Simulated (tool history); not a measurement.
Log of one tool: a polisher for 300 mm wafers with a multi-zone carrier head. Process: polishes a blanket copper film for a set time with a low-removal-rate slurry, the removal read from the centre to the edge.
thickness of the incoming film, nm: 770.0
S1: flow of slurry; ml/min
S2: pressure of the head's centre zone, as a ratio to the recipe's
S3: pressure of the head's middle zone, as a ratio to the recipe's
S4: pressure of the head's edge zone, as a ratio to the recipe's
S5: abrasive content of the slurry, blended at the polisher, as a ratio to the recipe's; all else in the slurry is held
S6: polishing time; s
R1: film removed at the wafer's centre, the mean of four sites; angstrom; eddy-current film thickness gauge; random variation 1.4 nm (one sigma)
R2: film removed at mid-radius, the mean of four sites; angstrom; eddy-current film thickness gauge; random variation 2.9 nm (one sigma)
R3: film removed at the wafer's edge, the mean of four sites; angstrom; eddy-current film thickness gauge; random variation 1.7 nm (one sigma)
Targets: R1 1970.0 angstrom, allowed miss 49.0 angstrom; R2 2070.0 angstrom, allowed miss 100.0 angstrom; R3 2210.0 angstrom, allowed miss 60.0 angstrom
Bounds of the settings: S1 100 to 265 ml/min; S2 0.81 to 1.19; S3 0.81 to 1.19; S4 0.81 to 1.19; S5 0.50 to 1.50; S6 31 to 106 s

run 1 day=0.000 | S1=170 S2=1.00 S3=1.00 S4=1.00 S5=1.00 S6=68 | R1=2313.8 R2=2239.4 R3=2245.5
run 2 day=0.196 | S1=170 S2=1.04 S3=1.00 S4=1.00 S5=1.00 S6=68 | R1=2327.1 R2=2279.8 R3=2262.2
run 3 day=0.400 | S1=170 S2=1.04 S3=1.00 S4=1.00 S5=1.20 S6=68 | R1=2410.1 R2=2329.5 R3=2322.0
run 4 day=0.771 | S1=170 S2=1.04 S3=1.00 S4=1.00 S5=1.20 S6=54 | R1=1907.3 R2=1792.3 R3=1840.8
run 5 day=1.075 | S1=170 S2=1.04 S3=1.00 S4=1.00 S5=1.20 S6=44 | R1=1572.6 R2=1470.8 R3=1516.4
run 6 day=1.404 | S1=175 S2=1.03 S3=1.01 S4=1.03 S5=1.25 S6=46 | R1=1630.7 R2=1623.9 R3=1627.1
run 7 day=1.579 | S1=215 S2=1.01 S3=0.91 S4=1.13 S5=1.50 S6=55 | R1=2074.9 R2=1873.4 R3=2158.2
-- day=1.712 slurry nozzle cleaned
run 8 day=1.712 | S1=215 S2=1.00 S3=0.93 S4=1.14 S5=1.50 S6=55 | R1=2165.0 R2=1985.7 R3=2204.4

5 next moves are on the table. One of them brings every result within its allowed miss. Which?
run A day=1.846 | S1=210 S2=0.81 S3=0.96 S4=1.14 S5=1.50 S6=55 | R1=? R2=? R3=?
run B day=1.846 | S1=190 S2=0.81 S3=0.81 S4=1.13 S5=1.25 S6=59 | R1=? R2=? R3=?
run C day=1.846 | S1=220 S2=0.97 S3=0.90 S4=1.16 S5=1.50 S6=54 | R1=? R2=? R3=?
run D day=1.846 | S1=135 S2=0.92 S3=0.91 S4=1.15 S5=1.40 S6=59 | R1=? R2=? R3=?
run E day=1.846 | S1=170 S2=0.89 S3=0.97 S4=1.15 S5=1.50 S6=56 | R1=? R2=? R3=?

move=A R1=1865.8 R2=2045.6 R3=2230.4
move=B R1=1903.8 R2=1821.6 R3=2285.5
move=C R1=2088.2 R2=1915.3 R3=2222.1
move=D R1=1967.2 R2=1911.3 R3=2239.6
move=E R1=1949.7 R2=2030.1 R3=2224.6
A: takes the result that was furthest off past its target
B: takes the result that was furthest off past its target
C: nearer than the last run, and not there yet
D: brings the result that was furthest off to its target, and leaves another outside
E: meets every target
The right move is E.

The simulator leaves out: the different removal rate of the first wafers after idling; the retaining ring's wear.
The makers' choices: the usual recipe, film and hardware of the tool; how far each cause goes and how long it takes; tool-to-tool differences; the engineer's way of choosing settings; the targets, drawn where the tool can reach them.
